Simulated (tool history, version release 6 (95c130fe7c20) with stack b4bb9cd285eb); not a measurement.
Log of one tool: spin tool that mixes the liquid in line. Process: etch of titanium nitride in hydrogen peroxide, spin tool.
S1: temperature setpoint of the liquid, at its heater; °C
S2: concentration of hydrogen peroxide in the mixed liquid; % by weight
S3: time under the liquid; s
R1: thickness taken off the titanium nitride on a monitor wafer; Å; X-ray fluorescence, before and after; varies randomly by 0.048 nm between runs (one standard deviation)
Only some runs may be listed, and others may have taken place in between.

run,hour,S1,S2,S3,R1
1,0.0,54.0,22.5,265,97.138
2,2.7,47.5,22.5,265,60.567
3,8.3,47.5,19.5,265,58.935
4,13.1,47.5,24.5,265,61.744
5,16.3,51.0,24.5,265,79.637
6,18.3,51.0,24.5,285,85.706
7,24.8,51.5,24.5,285,88.698
8,26.4,52.0,24.5,285,92.556

Estimate the outcome of run 9 from the log above:
9,32.0,52.5,24.5,285,?

R1: 96.072 Å
